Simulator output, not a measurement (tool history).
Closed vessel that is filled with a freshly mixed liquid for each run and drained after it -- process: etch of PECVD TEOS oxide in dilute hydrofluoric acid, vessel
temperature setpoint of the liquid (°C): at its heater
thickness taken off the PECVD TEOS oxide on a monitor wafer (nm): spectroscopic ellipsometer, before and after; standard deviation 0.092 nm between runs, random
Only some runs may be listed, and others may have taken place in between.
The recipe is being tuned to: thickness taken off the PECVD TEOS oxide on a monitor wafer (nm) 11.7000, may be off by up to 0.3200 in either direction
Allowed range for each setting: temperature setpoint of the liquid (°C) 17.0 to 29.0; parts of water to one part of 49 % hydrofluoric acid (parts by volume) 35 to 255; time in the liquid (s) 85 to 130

| run | day | temperature setpoint of the liquid (°C) | parts of water to one part of 49 % hydrofluoric acid (parts by volume) | time in the liquid (s) | thickness taken off the PECVD TEOS oxide on a monitor wafer (nm) |
|---|---|---|---|---|---|
| 1 | 0.000 | 21.0 | 145 | 130 | 14.9590 |
| 2 | 0.175 | 21.0 | 170 | 130 | 12.2160 |
| 3 | 0.267 | 21.0 | 170 | 85 | 8.2015 |
| 4 | 0.508 | 21.0 | 205 | 85 | 6.5600 |
| 5 | 0.783 | 19.0 | 205 | 85 | 6.0588 |
| 6 | 0.942 | 19.0 | 235 | 85 | 5.0712 |
| 7 | 1.283 | 22.0 | 215 | 85 | 6.4203 |
| 8 | 1.317 | 24.0 | 200 | 85 | 7.4118 |
| 9 | 1.650 | 25.0 | 185 | 85 | 8.5897 |
| 10 | 1.754 | 26.0 | 175 | 85 | 9.5162 |
| 11 | 1.846 | 26.5 | 170 | 85 | 9.9200 |
| 12 | 1.962 | 26.5 | 170 | 85 | 9.9412 |

Consider the 4 candidate settings below. Which is the only one whose results all fall within their allowed miss of target?
| A | 2.079 | 27.0 | 195 | 85 | ? |
| B | 2.079 | 27.0 | 180 | 115 | ? |
| C | 2.079 | 23.5 | 150 | 85 | ? |
| D | 2.079 | 26.0 | 195 | 120 | ? |

| move | thickness taken off the PECVD TEOS oxide on a monitor wafer (nm) |
|---|---|
| A | 8.5686 |
| B | 12.7810 |
| C | 10.2970 |
| D | 11.6680 |
A: its largest miss is bigger than the last run's
B: moves the result that the last run missed by most past its target, out the other side
C: gains on the last run, yet a result remains outside its allowed miss
D: hits every target within its allowed miss
Go with D: it meets all targets.
